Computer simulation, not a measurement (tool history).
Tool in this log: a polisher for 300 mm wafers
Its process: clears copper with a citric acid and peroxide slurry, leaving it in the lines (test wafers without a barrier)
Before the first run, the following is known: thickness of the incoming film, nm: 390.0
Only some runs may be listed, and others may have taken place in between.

run,hour,flow of slurry (ml/min),pressure of the wafer on the pad (psi),speed of the pad under the wafer (cm/s),abrasive content of the slurry,overpolish time after the end point (s),time until the end point was called (s),dishing of a wide line in a test structure (angstrom)
1,0.0,280,4.0,88,1.00,20,153.16,329.140
2,6.0,265,3.7,82,0.95,18,185.42,255.530
3,13.7,265,3.7,82,0.75,18,196.68,238.140
4,20.2,285,3.5,78,0.70,17,222.97,205.140
5,25.6,270,3.3,76,0.70,16,244.58,182.440
6,28.8,270,3.3,92,0.70,16,208.56,212.790
7,31.9,260,3.2,86,0.70,15,218.43,178.370
8,34.1,250,3.0,82,0.70,14,247.10,153.810
9,36.9,240,2.9,78,0.75,13,260.37,133.840
10,42.1,230,2.8,74,0.80,12,277.21,118.160
11,46.5,225,2.7,70,0.85,11,299.93,100.960
12,47.9,220,2.6,68,0.90,10,309.71,84.913
13,53.9,220,2.6,68,0.90,10,324.14,87.044
14,56.8,215,2.5,66,0.95,10,336.27,84.700
15,65.1,210,2.4,64,1.00,10,353.55,79.260
16,66.7,205,2.4,62,1.05,10,363.23,75.928

Predict the results of run 17:
17,71.0,200,2.4,60,1.10,10,?,?

time until the end point was called (s): 364.01
dishing of a wide line in a test structure (angstrom): 75.063
